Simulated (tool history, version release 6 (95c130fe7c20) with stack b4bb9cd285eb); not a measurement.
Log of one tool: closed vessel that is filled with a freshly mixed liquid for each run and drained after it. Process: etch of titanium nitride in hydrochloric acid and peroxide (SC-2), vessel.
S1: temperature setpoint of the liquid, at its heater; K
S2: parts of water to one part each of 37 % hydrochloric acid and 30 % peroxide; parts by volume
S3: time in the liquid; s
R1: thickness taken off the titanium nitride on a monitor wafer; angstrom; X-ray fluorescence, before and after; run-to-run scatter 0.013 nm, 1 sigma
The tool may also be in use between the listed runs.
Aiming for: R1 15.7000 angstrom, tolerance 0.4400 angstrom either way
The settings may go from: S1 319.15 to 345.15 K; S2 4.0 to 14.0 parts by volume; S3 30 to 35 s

run  hour      S1    S2  S3       R1
  1   0.0  335.15   7.5  35  19.3230
  2   7.0  334.65   7.5  35  18.8150
  3  11.8  334.65  10.0  35  14.6590
  4  13.0  335.15  10.0  35  15.0010
  5  13.6  332.15  10.0  35  12.5260
  6  20.8  327.65  10.0  35   9.3232
  7  22.4  329.15  10.0  35  10.1780
  8  27.2  330.65  10.0  35  11.2380
  9  33.6  337.15  10.0  35  17.0460
 10  36.4  336.65  10.0  35  16.5450

Next run, 4 choices. One meets every target within its allowed miss, the rest don't. Which?
  A  39.2  332.15   7.5  35   ?
  B  39.2  334.15   7.5  35   ?
  C  39.2  337.15  10.0  35   ?
  D  39.2  338.65  11.5  35   ?

move       R1
   A  15.6620
   B  17.7550
   C  16.8540
   D  16.3900
A: every result lands within tolerance
B: moves away from the targets compared with the last run
C: moves away from the targets compared with the last run
D: nearer than the last run, and not there yet
Move A is the one to make.
